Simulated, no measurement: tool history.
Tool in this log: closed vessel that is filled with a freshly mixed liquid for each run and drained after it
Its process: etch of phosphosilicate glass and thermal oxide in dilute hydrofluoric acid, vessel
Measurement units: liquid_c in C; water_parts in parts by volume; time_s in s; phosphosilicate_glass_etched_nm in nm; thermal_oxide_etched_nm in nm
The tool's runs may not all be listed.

run,hour,liquid_c,water_parts,time_s,phosphosilicate_glass_etched_nm,thermal_oxide_etched_nm
1,0,20,220,65,24.733,1.1516
2,0.7,20,220,75,28.917,1.3859
3,5.1,21,220,75,29.569,1.3697
4,14,21.5,215,75,30.63,1.4659
5,19.3,21.5,215,100,41.718,2.0835
6,25.4,21,220,100,39.428,1.9154

Run 7 comes next. What will it give?
7,32,20.5,220,100,?,?

phosphosilicate_glass_etched_nm: 38.995 nm
thermal_oxide_etched_nm: 1.8648 nm
